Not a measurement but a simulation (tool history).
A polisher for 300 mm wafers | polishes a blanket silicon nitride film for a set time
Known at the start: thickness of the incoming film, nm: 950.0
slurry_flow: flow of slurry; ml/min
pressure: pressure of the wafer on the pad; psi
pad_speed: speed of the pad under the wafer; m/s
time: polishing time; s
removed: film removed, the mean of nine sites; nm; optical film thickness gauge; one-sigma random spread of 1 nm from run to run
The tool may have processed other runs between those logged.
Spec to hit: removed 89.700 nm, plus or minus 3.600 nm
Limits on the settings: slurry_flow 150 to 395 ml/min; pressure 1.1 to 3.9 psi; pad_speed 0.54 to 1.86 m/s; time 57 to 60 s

run 1 hour=0.0 | slurry_flow=250 pressure=2.5 pad_speed=1.18 time=57 | removed=71.553
run 2 hour=8.4 | slurry_flow=250 pressure=2.5 pad_speed=0.88 time=57 | removed=58.510
run 3 hour=16.1 | slurry_flow=250 pressure=2.7 pad_speed=0.88 time=57 | removed=60.891
run 4 hour=16.8 | slurry_flow=250 pressure=2.9 pad_speed=0.90 time=57 | removed=68.908
run 5 hour=17.8 | slurry_flow=250 pressure=3.0 pad_speed=0.90 time=57 | removed=69.840
-- hour=26.3 slurry nozzle cleaned
run 6 hour=26.3 | slurry_flow=195 pressure=3.0 pad_speed=0.90 time=57 | removed=69.776
run 7 hour=33.3 | slurry_flow=195 pressure=3.1 pad_speed=0.90 time=57 | removed=72.363
run 8 hour=35.9 | slurry_flow=195 pressure=3.2 pad_speed=0.90 time=57 | removed=74.743
run 9 hour=38.5 | slurry_flow=195 pressure=3.3 pad_speed=0.90 time=57 | removed=78.744
run 10 hour=45.9 | slurry_flow=195 pressure=3.4 pad_speed=0.90 time=57 | removed=78.321
run 11 hour=52.0 | slurry_flow=195 pressure=3.5 pad_speed=0.90 time=57 | removed=81.745

Below are 5 possible settings for the next run. Only one of them brings all results inside the allowed miss of their targets. Which is it?
run A hour=58.1 | slurry_flow=175 pressure=3.4 pad_speed=0.72 time=57 | removed=?
run B hour=58.1 | slurry_flow=175 pressure=2.9 pad_speed=0.98 time=58 | removed=?
run C hour=58.1 | slurry_flow=205 pressure=3.7 pad_speed=0.86 time=60 | removed=?
run D hour=58.1 | slurry_flow=155 pressure=3.3 pad_speed=0.84 time=59 | removed=?
run E hour=58.1 | slurry_flow=205 pressure=3.2 pad_speed=0.86 time=57 | removed=?

move=A removed=66.372
move=B removed=71.342
move=C removed=86.589
move=D removed=73.336
move=E removed=71.371
A: further off than the last run
B: further off than the last run
C: every result lands within tolerance
D: further off than the last run
E: further off than the last run
So the answer is move C, the one that meets all the targets.
